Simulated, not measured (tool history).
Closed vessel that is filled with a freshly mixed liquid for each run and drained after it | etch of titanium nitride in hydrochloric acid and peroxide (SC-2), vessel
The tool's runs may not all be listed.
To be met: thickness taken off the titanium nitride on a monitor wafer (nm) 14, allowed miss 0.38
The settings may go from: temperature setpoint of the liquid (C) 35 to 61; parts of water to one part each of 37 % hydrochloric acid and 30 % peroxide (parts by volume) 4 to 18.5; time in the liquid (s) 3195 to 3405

run  hour  temperature setpoint of the liquid (C)  parts of water to one part each of 37 % hydrochloric acid and 30 % peroxide (parts by volume)  time in the liquid (s)  thickness taken off the titanium nitride on a monitor wafer (nm)
  1     0                                      45                                                                                           10.5                    3195                                                            28.318
  2   7.7                                    48.5                                                                                           10.5                    3195                                                            36.322
  3   8.7                                    48.5                                                                                           10.5                    3195                                                             35.78
  4  13.7                                      47                                                                                           10.5                    3195                                                             32.75
  5  18.7                                    45.5                                                                                           10.5                    3195                                                            29.281
  6  19.8                                    48.5                                                                                           10.5                    3195                                                            36.257
  7  23.1                                      47                                                                                           10.5                    3195                                                            32.743
     29.4  -- new drum of peroxide connected
  8  29.4                                      47                                                                                           10.5                    3195                                                            33.223
  9  32.8                                    45.5                                                                                           10.5                    3195                                                            30.304
 10  37.4                                    44.5                                                                                           10.5                    3195                                                            28.263

5 next moves are on the table. One of them brings every result within its allowed miss. Which?
  A    42                                    40.5                                                                                             15                    3325                                                                 ?
  B    42                                    38.5                                                                                           14.5                    3195                                                                 ?
  C    42                                    48.5                                                                                            8.5                    3405                                                                 ?
  D    42                                      37                                                                                             11                    3195                                                                 ?
  E    42                                      48                                                                                            7.5                    3315                                                                 ?

move  thickness taken off the titanium nitride on a monitor wafer (nm)
   A                                                            16.402
   B                                                            14.082
   C                                                            47.235
   D                                                            16.043
   E                                                            49.142
A: nearer than the last run, and not there yet
B: meets every target
C: further off than the last run
D: nearer than the last run, and not there yet
E: further off than the last run
Answer: B

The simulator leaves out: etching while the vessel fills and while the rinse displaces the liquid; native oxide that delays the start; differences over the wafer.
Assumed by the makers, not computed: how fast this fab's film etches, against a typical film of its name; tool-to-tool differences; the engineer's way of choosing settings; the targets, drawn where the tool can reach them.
